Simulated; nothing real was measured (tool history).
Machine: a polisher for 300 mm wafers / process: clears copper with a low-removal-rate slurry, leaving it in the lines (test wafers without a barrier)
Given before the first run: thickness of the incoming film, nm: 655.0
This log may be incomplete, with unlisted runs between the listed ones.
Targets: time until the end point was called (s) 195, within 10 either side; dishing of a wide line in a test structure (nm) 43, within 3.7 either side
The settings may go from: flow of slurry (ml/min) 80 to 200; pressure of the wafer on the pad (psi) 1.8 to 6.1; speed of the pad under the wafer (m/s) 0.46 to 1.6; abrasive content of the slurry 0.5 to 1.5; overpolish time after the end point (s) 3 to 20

run	hour	flow of slurry (ml/min)	pressure of the wafer on the pad (psi)	speed of the pad under the wafer (m/s)	abrasive content of the slurry	overpolish time after the end point (s)	time until the end point was called (s)	dishing of a wide line in a test structure (nm)
1	0	130	3.9	1.02	1	10	216.51	26.407
2	6.1	130	3.9	0.9	1	10	241.5	24.372
3	12.6	130	4.2	0.9	1	11	223.97	27.16
4	14.4	130	4.2	0.9	1.1	11	227.91	27.715
5	16.9	130	4.2	0.9	1	11	226.34	27.123
6	21.9	130	4.4	0.92	1	12	215.19	30.596
7	30.4	135	4.5	0.92	1	13	208.73	35.869
8	37.7	140	4.6	0.92	1	13	199.71	34.957
9	44.2	140	4.6	0.92	1	14	201.92	37.204

Exactly one of the 5 candidate moves below puts every result within its allowed miss. Which one?
A	50.7	170	5	0.76	1.05	17	?	?
B	50.7	140	3.7	1.18	1	15	?	?
C	50.7	100	5.1	0.9	0.95	17	?	?
D	50.7	150	5	0.84	1.1	12	?	?
E	50.7	140	4	1	0.95	12	?	?

move	time until the end point was called (s)	dishing of a wide line in a test structure (nm)
A	210.84	44.127
B	190.71	42.711
C	208.19	44.645
D	195.14	34.709
E	211.05	32.148
A: brings the result that was furthest off to its target, and leaves another outside
B: in spec on every target
C: brings the result that was furthest off to its target, and leaves another outside
D: the biggest miss grows against the last run
E: the biggest miss grows against the last run
The right move is B.

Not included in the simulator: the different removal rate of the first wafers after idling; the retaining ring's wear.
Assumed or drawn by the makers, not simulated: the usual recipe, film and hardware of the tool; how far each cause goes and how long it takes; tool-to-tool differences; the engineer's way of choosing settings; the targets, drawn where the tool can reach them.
